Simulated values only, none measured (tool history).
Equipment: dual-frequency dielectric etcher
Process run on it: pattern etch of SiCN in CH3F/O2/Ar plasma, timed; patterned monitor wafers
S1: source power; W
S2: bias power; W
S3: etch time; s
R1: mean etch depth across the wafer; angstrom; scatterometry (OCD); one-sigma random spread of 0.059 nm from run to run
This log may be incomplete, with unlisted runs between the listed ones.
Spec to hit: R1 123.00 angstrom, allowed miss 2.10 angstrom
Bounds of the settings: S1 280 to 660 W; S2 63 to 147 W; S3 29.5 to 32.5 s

{"run": 1, "hour": 0.0, "S1": 470, "S2": 105, "S3": 32.5, "R1": 147.36}
{"run": 2, "hour": 6.4, "S1": 470, "S2": 105, "S3": 32.5, "R1": 146.63}
{"run": 3, "hour": 8.7, "S1": 470, "S2": 93, "S3": 32.5, "R1": 141.68}
{"run": 4, "hour": 16.1, "S1": 440, "S2": 92, "S3": 32.5, "R1": 139.46}
{"run": 5, "hour": 21.7, "S1": 440, "S2": 92, "S3": 32.5, "R1": 137.95}
{"run": 6, "hour": 28.1, "S1": 500, "S2": 92, "S3": 32.5, "R1": 143.17}
{"run": 7, "hour": 36.5, "S1": 470, "S2": 89, "S3": 32.5, "R1": 140.18}
{"run": 8, "hour": 38.6, "S1": 440, "S2": 87, "S3": 32.5, "R1": 136.37}
{"run": 9, "hour": 43.2, "S1": 410, "S2": 86, "S3": 32.5, "R1": 133.79}
{"run": 10, "hour": 46.2, "S1": 390, "S2": 85, "S3": 32.5, "R1": 129.09}
{"run": 11, "hour": 47.0, "S1": 380, "S2": 85, "S3": 32.5, "R1": 130.53}
{"run": 12, "hour": 48.1, "S1": 360, "S2": 84, "S3": 32.5, "R1": 128.05}
{"run": 13, "hour": 55.4, "S1": 360, "S2": 84, "S3": 32.5, "R1": 127.47}
{"run": 14, "hour": 63.0, "S1": 350, "S2": 84, "S3": 32.5, "R1": 126.06}

Consider the 4 candidate settings below. Which is the only one whose results all fall within their allowed miss of target?
{"run": "A", "hour": 70.6, "S1": 460, "S2": 83, "S3": 29.5, "R1": "?"}
{"run": "B", "hour": 70.6, "S1": 290, "S2": 102, "S3": 32.5, "R1": "?"}
{"run": "C", "hour": 70.6, "S1": 380, "S2": 83, "S3": 32.5, "R1": "?"}
{"run": "D", "hour": 70.6, "S1": 320, "S2": 100, "S3": 32.0, "R1": "?"}

move=A R1=122.20
move=B R1=125.72
move=C R1=127.22
move=D R1=126.34
A: all results in spec
B: nearer the targets than the last run, but a result is still out of spec
C: moves away from the targets compared with the last run
D: moves away from the targets compared with the last run
The right move is A.
